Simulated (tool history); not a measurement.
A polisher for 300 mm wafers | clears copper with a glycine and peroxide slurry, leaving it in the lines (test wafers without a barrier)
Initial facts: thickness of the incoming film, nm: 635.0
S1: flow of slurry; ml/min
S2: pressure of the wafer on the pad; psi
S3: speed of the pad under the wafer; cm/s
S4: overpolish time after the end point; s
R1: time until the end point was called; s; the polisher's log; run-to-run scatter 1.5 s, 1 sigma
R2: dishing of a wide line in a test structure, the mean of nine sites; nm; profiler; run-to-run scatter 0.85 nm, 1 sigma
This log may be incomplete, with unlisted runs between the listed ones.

run	day	S1	S2	S3	S4	R1	R2
1	0	240	1.7	116	21	141.18	58.675
2	0.192	240	1.5	116	21	155.51	53.419
3	0.483	290	1.5	116	21	156.16	54.819
4	0.858	290	1.5	116	13	154.86	39.357
5	0.975	290	1.2	116	13	183.69	34.131
6	1.017	255	1.2	116	13	181.09	32.829
7	1.158	260	1.3	114	14	175.04	36.65

Run 8 comes next. What will it give?
8	1.375	260	1.4	112	15	?	?

Run 8 produced R1 163.85 s, R2 40.469 nm.
